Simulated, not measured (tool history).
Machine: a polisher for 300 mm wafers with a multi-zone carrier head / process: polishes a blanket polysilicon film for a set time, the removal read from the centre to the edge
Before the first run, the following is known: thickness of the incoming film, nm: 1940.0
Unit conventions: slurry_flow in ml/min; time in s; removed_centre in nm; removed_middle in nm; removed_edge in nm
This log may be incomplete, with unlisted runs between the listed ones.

Run 1, hour 0: slurry_flow 135 ml/min, centre_zone 1, middle_zone 1, edge_zone 1, time 60 s. Result: removed_centre 570.64 nm, removed_middle 551.06 nm, removed_edge 555.47 nm.
Run 2, hour 5.1: slurry_flow 135 ml/min, centre_zone 1, middle_zone 1, edge_zone 1, time 50 s. Result: removed_centre 474.06 nm, removed_middle 469.78 nm, removed_edge 460.01 nm.
Run 3, hour 11.8: slurry_flow 125 ml/min, centre_zone 1, middle_zone 1, edge_zone 1, time 50 s. Result: removed_centre 460.94 nm, removed_middle 459.38 nm, removed_edge 448.45 nm.
Run 4, hour 14.2: slurry_flow 120 ml/min, centre_zone 0.98, middle_zone 0.99, edge_zone 1.01, time 50 s. Result: removed_centre 455.29 nm, removed_middle 449.37 nm, removed_edge 449.39 nm.
Run 5, hour 15: slurry_flow 105 ml/min, centre_zone 0.98, middle_zone 0.99, edge_zone 1.01, time 50 s. Result: removed_centre 441.35 nm, removed_middle 439.87 nm, removed_edge 440.76 nm.
Run 6, hour 18.5: slurry_flow 105 ml/min, centre_zone 0.98, middle_zone 0.99, edge_zone 1.01, time 42 s. Result: removed_centre 368.23 nm, removed_middle 369.03 nm, removed_edge 370.56 nm.
Run 7, hour 19.9: slurry_flow 105 ml/min, centre_zone 0.97, middle_zone 0.99, edge_zone 1.03, time 42 s. Result: removed_centre 369.91 nm, removed_middle 365.7 nm, removed_edge 379.83 nm.

What does the tool deliver on the next run?
Run 8, hour 24.8: slurry_flow 105 ml/min, centre_zone 0.96, middle_zone 0.99, edge_zone 1.04, time 42 s. Result: removed_centre ?, removed_middle ?, removed_edge ?.

{"run 8": {"removed_centre": 356.17, "removed_middle": 369.54, "removed_edge": 377.94}}
